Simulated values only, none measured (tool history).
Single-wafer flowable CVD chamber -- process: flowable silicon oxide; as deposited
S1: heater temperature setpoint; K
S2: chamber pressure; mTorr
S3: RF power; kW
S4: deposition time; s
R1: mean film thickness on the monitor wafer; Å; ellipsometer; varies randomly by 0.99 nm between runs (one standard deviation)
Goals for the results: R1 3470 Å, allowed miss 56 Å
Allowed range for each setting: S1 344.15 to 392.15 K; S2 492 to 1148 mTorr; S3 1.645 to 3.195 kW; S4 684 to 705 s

run	day	S1	S2	S3	S4	R1
1	0	368.15	820	2.42	684	5321.8
2	0.188	371.15	820	2.42	684	4780.3
3	0.388	373.15	820	2.42	684	4454.4
4	0.667	375.15	820	2.42	684	4164.9
5	0.75	375.15	820	2.42	684	4142.8
6	0.817	376.15	820	2.42	684	4000.2
7	1	377.15	820	2.42	684	3878.3
8	1.162	378.15	820	2.42	684	3731.7
9	1.242	381.15	820	2.42	684	3351.4

Which one of the following 4 next-run settings gets every result inside its allowed miss? There is exactly one.
A	1.321	380.15	780	2.465	684	?
B	1.321	377.15	713	2.33	685	?
C	1.321	374.15	696	1.895	684	?
D	1.321	382.15	895	2.31	684	?

move	R1
A	3309.9
B	3337
C	3367.7
D	3479.1
A: its largest miss is bigger than the last run's
B: its largest miss is bigger than the last run's
C: nearer than the last run, and not there yet
D: every result within its allowed miss
D meets every target.
